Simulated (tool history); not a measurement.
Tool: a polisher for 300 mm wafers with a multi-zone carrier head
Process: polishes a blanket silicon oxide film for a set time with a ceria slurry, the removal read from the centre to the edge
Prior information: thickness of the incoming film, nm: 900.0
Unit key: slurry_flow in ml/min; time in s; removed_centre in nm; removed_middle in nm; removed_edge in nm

Run 1, hour 0.0: slurry_flow 305 ml/min, centre_zone 1.00, middle_zone 1.00, edge_zone 1.00, time 52 s. Result: removed_centre 262.37 nm, removed_middle 254.61 nm, removed_edge 269.79 nm.
Run 2, hour 4.2: slurry_flow 305 ml/min, centre_zone 1.03, middle_zone 1.00, edge_zone 1.00, time 52 s. Result: removed_centre 268.49 nm, removed_middle 258.34 nm, removed_edge 272.41 nm.
Run 3, hour 12.2: slurry_flow 305 ml/min, centre_zone 1.03, middle_zone 1.05, edge_zone 1.00, time 52 s. Result: removed_centre 269.93 nm, removed_middle 264.38 nm, removed_edge 273.44 nm.
Run 4, hour 18.6: slurry_flow 290 ml/min, centre_zone 0.98, middle_zone 0.98, edge_zone 0.96, time 50 s. Result: removed_centre 247.04 nm, removed_middle 239.17 nm, removed_edge 256.85 nm.
Run 5, hour 22.8: slurry_flow 300 ml/min, centre_zone 0.95, middle_zone 0.97, edge_zone 0.93, time 48 s. Result: removed_centre 232.25 nm, removed_middle 230.30 nm, removed_edge 243.15 nm.
Run 6, hour 25.4: slurry_flow 275 ml/min, centre_zone 0.95, middle_zone 0.97, edge_zone 0.93, time 48 s. Result: removed_centre 230.54 nm, removed_middle 224.84 nm, removed_edge 241.40 nm.

What will run 7 give?
Run 7, hour 28.7: slurry_flow 260 ml/min, centre_zone 0.92, middle_zone 0.96, edge_zone 0.90, time 47 s. Result: removed_centre ?, removed_middle ?, removed_edge ?.

{"run 7": {"removed_centre": 219.62, "removed_middle": 217.81, "removed_edge": 233.14}}

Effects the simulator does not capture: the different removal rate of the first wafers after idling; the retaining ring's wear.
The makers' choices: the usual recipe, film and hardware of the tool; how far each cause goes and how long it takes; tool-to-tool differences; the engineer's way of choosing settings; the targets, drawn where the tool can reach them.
